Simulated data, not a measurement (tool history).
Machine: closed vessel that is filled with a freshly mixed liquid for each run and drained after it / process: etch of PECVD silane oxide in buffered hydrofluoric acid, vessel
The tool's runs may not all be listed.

run  hour  temperature setpoint of the liquid (C)  parts of 40 % ammonium fluoride to one part of 49 % hydrofluoric acid (parts by volume)  time in the liquid (s)  thickness taken off the PECVD silane oxide on a monitor wafer (nm)
  1   0.0                                    24.0                                                                                     19.5                      90                                                              160.27
  2   4.9                                    24.0                                                                                     19.5                     100                                                              177.46
  3   5.9                                    22.0                                                                                     19.5                     100                                                              162.27
  4   8.5                                    22.0                                                                                     15.0                     100                                                              214.13
  5  12.7                                    22.0                                                                                     15.0                      90                                                              190.89
  6  18.1                                    20.5                                                                                     16.0                      90                                                              163.05
  7  25.7                                    19.5                                                                                     16.5                      90                                                              151.85

Run 8 is up next; what results do you expect?
  8  33.7                                    19.0                                                                                     17.0                      90                                                                   ?

{"run 8": {"thickness taken off the PECVD silane oxide on a monitor wafer (nm)": 140.58}}
